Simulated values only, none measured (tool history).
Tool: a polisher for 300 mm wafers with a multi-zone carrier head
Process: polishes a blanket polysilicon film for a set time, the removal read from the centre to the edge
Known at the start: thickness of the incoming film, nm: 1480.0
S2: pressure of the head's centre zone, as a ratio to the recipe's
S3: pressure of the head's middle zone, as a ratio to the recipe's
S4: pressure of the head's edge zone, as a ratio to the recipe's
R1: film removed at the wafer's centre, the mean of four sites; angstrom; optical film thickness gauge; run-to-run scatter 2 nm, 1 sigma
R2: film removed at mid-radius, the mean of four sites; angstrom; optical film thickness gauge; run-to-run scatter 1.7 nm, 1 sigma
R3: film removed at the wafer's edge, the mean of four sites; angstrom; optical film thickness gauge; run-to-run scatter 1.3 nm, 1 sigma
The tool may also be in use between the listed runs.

run 1 hour=0.0 | flow_of_slurry_(ml/min)=160 S2=1.00 S3=1.00 S4=1.00 polishing_time_(s)=56 | R1=2276.9 R2=2321.3 R3=2347.9
run 2 hour=0.6 | flow_of_slurry_(ml/min)=155 S2=0.99 S3=0.99 S4=0.98 polishing_time_(s)=52 | R1=2098.9 R2=2080.0 R3=2125.6
run 3 hour=9.0 | flow_of_slurry_(ml/min)=175 S2=0.99 S3=0.99 S4=0.98 polishing_time_(s)=52 | R1=2093.3 R2=2096.7 R3=2181.5
run 4 hour=13.2 | flow_of_slurry_(ml/min)=170 S2=0.97 S3=0.99 S4=0.95 polishing_time_(s)=50 | R1=2038.3 R2=2011.9 R3=2028.3
run 5 hour=17.0 | flow_of_slurry_(ml/min)=170 S2=0.97 S3=0.99 S4=0.95 polishing_time_(s)=61 | R1=2460.8 R2=2448.7 R3=2477.8
run 6 hour=23.4 | flow_of_slurry_(ml/min)=170 S2=1.04 S3=0.99 S4=0.95 polishing_time_(s)=61 | R1=2509.5 R2=2476.4 R3=2470.9
run 7 hour=31.9 | flow_of_slurry_(ml/min)=170 S2=1.04 S3=0.99 S4=0.95 polishing_time_(s)=61 | R1=2515.2 R2=2450.7 R3=2499.9
run 8 hour=39.3 | flow_of_slurry_(ml/min)=170 S2=1.01 S3=0.99 S4=0.95 polishing_time_(s)=56 | R1=2256.4 R2=2274.0 R3=2265.7
run 9 hour=41.8 | flow_of_slurry_(ml/min)=175 S2=0.99 S3=0.99 S4=0.94 polishing_time_(s)=52 | R1=2151.7 R2=2092.0 R3=2123.8
run 10 hour=50.2 | flow_of_slurry_(ml/min)=165 S2=0.97 S3=0.99 S4=0.95 polishing_time_(s)=49 | R1=1918.1 R2=1957.8 R3=1981.0
run 11 hour=56.6 | flow_of_slurry_(ml/min)=155 S2=0.96 S3=0.98 S4=0.93 polishing_time_(s)=48 | R1=1858.9 R2=1925.2 R3=1917.7

Run 12 is up next; what results do you expect?
run 12 hour=57.5 | flow_of_slurry_(ml/min)=150 S2=0.96 S3=0.97 S4=0.91 polishing_time_(s)=46 | R1=? R2=? R3=?

R1: 1792.4 angstrom
R2: 1813.9 angstrom
R3: 1823.4 angstrom
